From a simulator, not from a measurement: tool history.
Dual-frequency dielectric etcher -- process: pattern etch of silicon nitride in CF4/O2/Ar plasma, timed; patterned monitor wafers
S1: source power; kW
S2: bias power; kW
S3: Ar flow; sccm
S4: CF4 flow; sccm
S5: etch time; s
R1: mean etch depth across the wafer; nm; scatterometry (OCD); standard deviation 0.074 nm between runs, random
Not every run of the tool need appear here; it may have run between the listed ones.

run    day    S1     S2  S3   S4   S5      R1
  1      0  0.41  0.061  93  138  9.5  17.332
  2  0.096  0.39  0.061  93  138  9.5  16.614
  3   0.15  0.39  0.061  93  138  9.5  16.537
  4  0.512  0.43  0.061  93  138  9.5  18.182
      0.75  -- source power generator calibrated
  5   0.75  0.41  0.061  93  138  9.5   17.06
  6  0.842  0.39  0.061  93  138  9.5  16.283
  7  1.008  0.38  0.061  93  138  9.5  15.866
  8  1.075  0.38  0.061  93  138  9.5  15.722

Predict the results of run 9:
  9  1.367  0.37  0.061  93  138  9.5   ?

{"run 9": {"R1": 15.361}}
